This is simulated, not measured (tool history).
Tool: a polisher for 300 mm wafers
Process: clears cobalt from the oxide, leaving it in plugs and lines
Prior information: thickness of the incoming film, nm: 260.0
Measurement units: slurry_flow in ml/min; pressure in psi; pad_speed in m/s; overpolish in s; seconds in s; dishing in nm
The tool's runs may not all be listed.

run	hour	slurry_flow	pressure	pad_speed	overpolish	seconds	dishing
1	0.0	260	1.6	1.20	25	63.898	49.127
2	3.5	215	1.6	1.20	25	67.372	47.987
3	10.8	205	1.6	1.20	22	68.225	45.480
4	12.0	195	1.6	1.20	19	68.849	43.483
5	16.7	190	1.6	1.20	17	69.404	42.843
6	18.6	190	1.6	1.04	17	79.597	39.712

Forecast run 7:
7	21.9	185	1.8	0.96	15	?	?

seconds: 79.516 s
dishing: 36.367 nm
